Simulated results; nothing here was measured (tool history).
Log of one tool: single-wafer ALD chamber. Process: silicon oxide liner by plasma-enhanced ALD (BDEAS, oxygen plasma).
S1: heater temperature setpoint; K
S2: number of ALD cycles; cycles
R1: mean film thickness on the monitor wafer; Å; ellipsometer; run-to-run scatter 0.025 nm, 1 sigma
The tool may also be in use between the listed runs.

Run 1, day 0: S1 593.15 K, S2 74 cycles. Result: R1 62.554 Å.
Run 2, day 0.267: S1 594.15 K, S2 70 cycles. Result: R1 58.78 Å.
Run 3, day 0.542: S1 590.15 K, S2 70 cycles. Result: R1 58.8 Å.
Run 4, day 0.696: S1 599.15 K, S2 70 cycles. Result: R1 58.226 Å.
Run 5, day 0.733: S1 607.15 K, S2 70 cycles. Result: R1 57.995 Å.
Run 6, day 0.788: S1 607.15 K, S2 78 cycles. Result: R1 64.318 Å.
Run 7, day 0.938: S1 608.15 K, S2 73 cycles. Result: R1 59.605 Å.

Estimate the outcome of run 8 from the log above:
Run 8, day 1.046: S1 609.15 K, S2 70 cycles. Result: R1 ?.

{"run 8": {"R1": 57.444}}
